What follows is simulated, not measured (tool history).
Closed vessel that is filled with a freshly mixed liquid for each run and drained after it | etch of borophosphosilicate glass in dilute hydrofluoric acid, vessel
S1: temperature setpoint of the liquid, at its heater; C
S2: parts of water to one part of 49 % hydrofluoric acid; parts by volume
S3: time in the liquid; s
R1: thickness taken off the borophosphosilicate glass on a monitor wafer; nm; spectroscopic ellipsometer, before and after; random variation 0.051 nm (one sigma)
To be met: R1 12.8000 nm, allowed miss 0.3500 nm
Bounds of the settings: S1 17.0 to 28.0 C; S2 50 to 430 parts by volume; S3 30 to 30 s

Run 1, hour 0.0: S1 20.0 C, S2 240 parts by volume, S3 30 s. Result: R1 3.2762 nm.
Run 2, hour 6.5: S1 22.0 C, S2 195 parts by volume, S3 30 s. Result: R1 4.5481 nm.
Run 3, hour 7.9: S1 23.5 C, S2 160 parts by volume, S3 30 s. Result: R1 6.0696 nm.
Run 4, hour 8.9: S1 21.0 C, S2 160 parts by volume, S3 30 s. Result: R1 5.5187 nm.
Run 5, hour 16.1: S1 22.5 C, S2 135 parts by volume, S3 30 s. Result: R1 7.1976 nm.
Run 6, hour 17.8: S1 22.5 C, S2 135 parts by volume, S3 30 s. Result: R1 7.1825 nm.
Run 7, hour 18.7: S1 23.5 C, S2 120 parts by volume, S3 30 s. Result: R1 8.5328 nm.
Run 8, hour 26.4: S1 27.5 C, S2 90 parts by volume, S3 30 s. Result: R1 13.7480 nm.
Run 9, hour 33.5: S1 27.0 C, S2 90 parts by volume, S3 30 s. Result: R1 13.5820 nm.
Run 10, hour 34.4: S1 26.5 C, S2 90 parts by volume, S3 30 s. Result: R1 13.2460 nm.

5 next moves are on the table. One of them brings every result within its allowed miss. Which?
Run A, hour 35.3: S1 27.0 C, S2 95 parts by volume, S3 30 s. Result: R1 ?.
Run B, hour 35.3: S1 27.0 C, S2 100 parts by volume, S3 30 s. Result: R1 ?.
Run C, hour 35.3: S1 26.0 C, S2 85 parts by volume, S3 30 s. Result: R1 ?.
Run D, hour 35.3: S1 25.5 C, S2 85 parts by volume, S3 30 s. Result: R1 ?.
Run E, hour 35.3: S1 28.0 C, S2 90 parts by volume, S3 30 s. Result: R1 ?.

move       R1
   A  12.7340
   B  12.0170
   C  13.8690
   D  13.5980
   E  14.0650
A: meets every target
B: takes the result that was furthest off past its target
C: further off than the last run
D: further off than the last run
E: further off than the last run
Answer: A
